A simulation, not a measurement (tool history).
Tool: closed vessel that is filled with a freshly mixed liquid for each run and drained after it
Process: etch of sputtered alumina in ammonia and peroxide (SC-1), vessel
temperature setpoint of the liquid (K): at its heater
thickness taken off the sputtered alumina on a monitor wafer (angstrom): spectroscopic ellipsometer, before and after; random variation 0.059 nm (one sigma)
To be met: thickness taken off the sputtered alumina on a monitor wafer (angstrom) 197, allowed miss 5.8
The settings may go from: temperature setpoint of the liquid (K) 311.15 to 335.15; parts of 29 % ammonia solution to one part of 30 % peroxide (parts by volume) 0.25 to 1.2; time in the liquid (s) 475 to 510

run,day,temperature setpoint of the liquid (K),parts of 29 % ammonia solution to one part of 30 % peroxide (parts by volume),time in the liquid (s),thickness taken off the sputtered alumina on a monitor wafer (angstrom)
1,0,319.15,0.95,475,300.7
2,0.238,324.65,0.95,475,406.08
3,0.612,331.65,0.95,475,593.53
4,0.8,327.15,0.95,475,465.01
5,0.942,323.65,0.95,475,388.61
6,1.104,321.15,0.95,475,336.55
7,1.429,319.15,0.95,475,300.51
8,1.55,317.65,0.95,475,276.87
9,1.804,316.15,0.95,475,252.24
10,1.888,315.15,0.95,475,239.43
11,2.229,314.65,0.95,475,231.8
12,2.571,314.15,0.95,475,225.22
13,2.754,313.65,0.95,475,219.96
14,2.846,313.15,0.95,475,211.76
15,3.029,312.65,0.95,475,206.16

4 next moves are on the table. One of them brings every result within its allowed miss. Which?
A,3.212,313.15,1,475,?
B,3.212,312.65,1,500,?
C,3.212,311.15,1.1,485,?
D,3.212,313.15,0.8,505,?

move,thickness taken off the sputtered alumina on a monitor wafer (angstrom)
A,214.38
B,219.1
C,196.16
D,223.1
A: further off than the last run
B: further off than the last run
C: meets every target
D: further off than the last run
Answer: C
